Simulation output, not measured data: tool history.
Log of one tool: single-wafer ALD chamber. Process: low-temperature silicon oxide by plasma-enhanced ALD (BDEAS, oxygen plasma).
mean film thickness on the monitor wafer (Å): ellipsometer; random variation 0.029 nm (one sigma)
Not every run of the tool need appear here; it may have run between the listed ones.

| run | hour | heater temperature setpoint (K) | number of ALD cycles (cycles) | mean film thickness on the monitor wafer (Å) |
|---|---|---|---|---|
| 1 | 0.0 | 393.15 | 46 | 61.193 |
| 2 | 8.6 | 393.15 | 41 | 54.383 |
| 3 | 13.6 | 401.15 | 41 | 53.821 |
| 4 | 21.8 | 409.15 | 41 | 52.537 |
| 5 | 25.5 | 409.15 | 45 | 57.857 |
| 6 | 34.4 | 409.15 | 48 | 61.470 |
| 7 | 43.1 | 406.15 | 49 | 63.365 |
| 8 | 50.3 | 403.15 | 50 | 64.829 |

Predict the results of run 9:
| 9 | 55.2 | 401.15 | 51 | ? |

{"run 9": {"mean film thickness on the monitor wafer (Å)": 66.667}}
